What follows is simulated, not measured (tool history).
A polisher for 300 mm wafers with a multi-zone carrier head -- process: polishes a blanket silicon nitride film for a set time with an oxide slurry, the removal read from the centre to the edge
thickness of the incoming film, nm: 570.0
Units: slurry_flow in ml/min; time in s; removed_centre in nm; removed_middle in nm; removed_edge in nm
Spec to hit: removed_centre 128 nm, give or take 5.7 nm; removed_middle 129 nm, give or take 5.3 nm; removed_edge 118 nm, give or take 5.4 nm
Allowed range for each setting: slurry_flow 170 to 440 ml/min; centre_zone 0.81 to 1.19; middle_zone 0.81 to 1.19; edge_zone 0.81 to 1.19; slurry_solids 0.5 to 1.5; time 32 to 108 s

run	hour	slurry_flow	centre_zone	middle_zone	edge_zone	slurry_solids	time	removed_centre	removed_middle	removed_edge
1	0	280	1	1	1	1	70	89.026	87.37	85.649
2	6.8	250	1	1	1	1	70	85.691	86.672	86.131
3	11.6	320	1	1	1	1	70	88.442	86.32	86.132
4	15	320	1	1	1.08	1	70	88.556	88.273	89.005
5	15.9	320	1.02	1.02	1.08	1.1	71	94.103	95.129	93.301
6	22.3	320	1.02	1.02	1.08	0.9	71	87.189	88.817	87.714
7	23.8	320	1.04	1.04	1.08	1.05	73	98.787	97.802	94.733
8	31.7	330	1.04	1.14	1.13	1.3	77	109.02	114.34	110.86
9	38.1	330	1.04	1.14	1.13	1.3	77	112.89	118.62	108.83
10	39	330	1.05	1.14	1.13	1.35	77	112.88	116.98	112.48
11	47.8	335	1.06	1.15	1.11	1.4	78	117.48	123.12	113.15
12	48.3	335	1.06	1.15	1.11	1.4	78	117.44	121.68	114.34
13	54.9	340	1.07	1.16	1.11	1.4	78	118.18	123.28	113.09
14	62.7	340	1.08	1.16	1.11	1.4	78	120.01	123.94	115.81
15	66.8	345	1.09	1.17	1.1	1.4	78	121.56	119.8	114.51
16	67.8	345	1.09	1.17	1.09	1.4	79	122.63	124.99	114.11

Below are 4 possible settings for the next run. Only one of them brings all results inside the allowed miss of their targets. Which is it?
A	68.8	335	1.14	1.19	1.03	1.45	77	?	?	?
B	68.8	375	1.06	1.1	1.18	1.4	77	?	?	?
C	68.8	295	0.98	1.18	1.16	1.35	81	?	?	?
D	68.8	325	1.05	1.08	0.96	1.5	85	?	?	?

move	removed_centre	removed_middle	removed_edge
A	128.49	125.49	111.76
B	118.99	118.44	117.4
C	112.37	127.27	119.65
D	131.59	130.78	121.42
A: brings the last run's worst result on target, with another outside its allowed miss
B: lands further from the targets than the last run did
C: lands further from the targets than the last run did
D: meets every target
D is the move that brings every result within its allowed miss.
